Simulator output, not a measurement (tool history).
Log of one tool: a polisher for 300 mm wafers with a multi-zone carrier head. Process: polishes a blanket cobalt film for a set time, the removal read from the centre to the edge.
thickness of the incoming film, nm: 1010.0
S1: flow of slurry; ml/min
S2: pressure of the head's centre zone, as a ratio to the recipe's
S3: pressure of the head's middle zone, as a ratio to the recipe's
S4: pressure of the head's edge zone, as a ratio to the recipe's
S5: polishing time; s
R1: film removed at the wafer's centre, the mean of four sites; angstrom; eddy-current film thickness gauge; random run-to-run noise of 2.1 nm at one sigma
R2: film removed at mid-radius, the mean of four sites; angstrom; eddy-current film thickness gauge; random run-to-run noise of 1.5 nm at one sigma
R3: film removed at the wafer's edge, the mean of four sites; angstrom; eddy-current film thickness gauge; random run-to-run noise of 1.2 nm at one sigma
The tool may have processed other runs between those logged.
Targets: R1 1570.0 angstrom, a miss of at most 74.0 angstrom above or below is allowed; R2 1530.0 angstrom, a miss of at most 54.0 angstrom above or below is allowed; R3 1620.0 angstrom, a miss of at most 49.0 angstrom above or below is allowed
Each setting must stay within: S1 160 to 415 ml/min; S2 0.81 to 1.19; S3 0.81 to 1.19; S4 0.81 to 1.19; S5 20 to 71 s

run  hour   S1    S2    S3    S4  S5      R1      R2      R3
  1   0.0  265  1.00  1.00  1.00  45  1981.5  1971.3  2067.1
  2   1.0  260  0.99  0.98  0.96  43  1912.1  1827.6  1908.5
  3   1.6  250  0.95  0.96  0.93  42  1724.9  1724.9  1820.6
  4   3.1  250  0.88  0.96  0.93  42  1662.6  1779.1  1843.2
  5   8.7  250  0.88  0.96  1.02  42  1638.9  1738.4  1934.3
  6   9.7  240  0.89  0.94  0.97  41  1629.9  1704.0  1827.4
  7  13.4  235  0.89  0.92  0.94  40  1575.5  1573.9  1750.3
  8  15.2  230  0.90  0.92  0.91  40  1558.4  1627.4  1723.6
  9  17.5  230  0.92  0.91  0.89  40  1615.5  1607.3  1705.4
 10  19.7  225  0.92  0.90  0.88  40  1631.9  1603.9  1667.5
 11  20.8  220  0.91  0.89  0.88  40  1577.5  1543.2  1694.9

Below are 5 possible settings for the next run. Only one of them brings all results inside the allowed miss of their targets. Which is it?
  A  21.9  185  0.89  0.90  0.94  36   ?   ?   ?
  B  21.9  200  0.82  0.88  0.90  41   ?   ?   ?
  C  21.9  220  0.87  0.86  0.90  38   ?   ?   ?
  D  21.9  310  0.95  0.94  0.94  36   ?   ?   ?
  E  21.9  180  0.83  0.85  0.91  44   ?   ?   ?

move      R1      R2      R3
   A  1369.8  1383.7  1535.1
   B  1451.6  1562.5  1726.1
   C  1445.7  1436.4  1613.5
   D  1555.0  1515.0  1598.6
   E  1553.7  1608.2  1844.6
A: the result that was furthest off in the last run now lies on the other side of its target
B: the biggest miss grows against the last run
C: brings the last run's worst result on target, with another outside its allowed miss
D: every result lands within tolerance
E: the biggest miss grows against the last run
D meets every target.
